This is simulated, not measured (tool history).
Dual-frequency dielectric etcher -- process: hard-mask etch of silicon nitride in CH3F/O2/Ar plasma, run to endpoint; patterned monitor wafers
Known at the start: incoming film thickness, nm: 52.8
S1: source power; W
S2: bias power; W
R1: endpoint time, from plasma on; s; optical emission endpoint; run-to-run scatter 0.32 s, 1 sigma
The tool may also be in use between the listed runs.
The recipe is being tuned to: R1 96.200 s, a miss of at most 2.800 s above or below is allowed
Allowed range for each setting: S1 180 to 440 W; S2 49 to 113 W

run  hour   S1  S2      R1
  1   0.0  310  81  82.861
  2   8.0  300  80  83.777
  3  15.1  300  91  79.410
  4  17.1  290  89  81.450
  5  22.1  280  87  83.369
  6  29.1  270  86  85.864
  7  32.1  260  86  86.522
  8  39.8  250  85  88.935

Pick the move, out of 5, that brings all results within their allowed miss; only one does.
  A  47.5  280  91   ?
  B  47.5  210  70   ?
  C  47.5  230  78   ?
  D  47.5  270  97   ?
  E  47.5  240  96   ?

move       R1
   A   81.861
   B  105.060
   C   95.770
   D   80.616
   E   85.081
A: further off than the last run
B: the result that was furthest off in the last run now lies on the other side of its target
C: all results in spec
D: further off than the last run
E: further off than the last run
So the answer is move C, the one that meets all the targets.
